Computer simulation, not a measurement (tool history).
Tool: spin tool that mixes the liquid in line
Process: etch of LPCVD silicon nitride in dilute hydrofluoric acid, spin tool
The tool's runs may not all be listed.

run,day,temperature setpoint of the liquid (°C),parts of water to one part of 49 % hydrofluoric acid (parts by volume),time under the liquid (s),thickness taken off the LPCVD silicon nitride on a monitor wafer (angstrom)
1,0,25,75,95,7.1197
2,0.188,25,75,75,5.8604
3,0.396,23.5,75,75,5.0469
4,0.612,23.5,50,75,7.7785
5,0.725,23.5,50,75,7.7419
6,1.054,23.5,75,75,5.157

The next listed run, before its measurement:
# day 1.417: hydrofluoric acid flow meter replaced
7,1.417,23,75,75,?

{"run 7": {"thickness taken off the LPCVD silicon nitride on a monitor wafer (angstrom)": 5.2468}}
